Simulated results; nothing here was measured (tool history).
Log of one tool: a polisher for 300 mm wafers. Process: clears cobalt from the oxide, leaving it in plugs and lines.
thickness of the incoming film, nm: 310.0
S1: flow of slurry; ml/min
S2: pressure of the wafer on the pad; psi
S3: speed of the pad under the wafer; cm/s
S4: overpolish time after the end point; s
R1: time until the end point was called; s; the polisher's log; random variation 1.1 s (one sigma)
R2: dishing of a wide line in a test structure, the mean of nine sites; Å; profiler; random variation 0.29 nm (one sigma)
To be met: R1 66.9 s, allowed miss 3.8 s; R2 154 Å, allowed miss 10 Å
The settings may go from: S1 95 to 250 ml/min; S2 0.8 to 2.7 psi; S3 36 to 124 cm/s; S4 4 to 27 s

run 1 hour=0 | S1=160 S2=1.7 S3=80 S4=14 | R1=92.394 R2=246.82
run 2 hour=8.3 | S1=160 S2=1.9 S3=80 S4=14 | R1=86.39 R2=250.56
run 3 hour=14.3 | S1=155 S2=2.1 S3=78 S4=11 | R1=82.701 R2=236.55
run 4 hour=16.3 | S1=155 S2=2.3 S3=76 S4=9 | R1=78.999 R2=222.53
run 5 hour=19.4 | S1=155 S2=2.3 S3=76 S4=11 | R1=76.421 R2=237.92
run 6 hour=22 | S1=155 S2=2.3 S3=64 S4=11 | R1=93.088 R2=225.63
run 7 hour=30.7 | S1=165 S2=2.4 S3=66 S4=9 | R1=85.558 R2=212.82
run 8 hour=36.7 | S1=190 S2=2.5 S3=66 S4=8 | R1=81.369 R2=204.74
run 9 hour=41.4 | S1=205 S2=2.6 S3=68 S4=7 | R1=73.417 R2=195.02
run 10 hour=41.9 | S1=220 S2=2.6 S3=68 S4=6 | R1=74.713 R2=185.04
run 11 hour=44.5 | S1=230 S2=2.6 S3=68 S4=5 | R1=73.137 R2=162.93
run 12 hour=52.8 | S1=235 S2=2.6 S3=68 S4=5 | R1=73.561 R2=165.94
run 13 hour=54.7 | S1=240 S2=2.6 S3=70 S4=5 | R1=73.476 R2=170.52
run 14 hour=55.6 | S1=245 S2=2.6 S3=70 S4=5 | R1=72.991 R2=167.26

4 next moves are on the table. One of them brings every result within its allowed miss. Which?
run A hour=56.5 | S1=250 S2=2.7 S3=72 S4=4 | R1=? R2=?
run B hour=56.5 | S1=215 S2=2.5 S3=86 S4=5 | R1=? R2=?
run C hour=56.5 | S1=210 S2=2.7 S3=62 S4=7 | R1=? R2=?
run D hour=56.5 | S1=250 S2=2.5 S3=74 S4=6 | R1=? R2=?

move=A R1=65.703 R2=153.18
move=B R1=60.069 R2=185.12
move=C R1=77.315 R2=194.13
move=D R1=68.397 R2=190.72
A: meets every target
B: takes the result that was furthest off past its target
C: further off than the last run
D: brings the result that was furthest off to its target, and leaves another outside
Answer: A
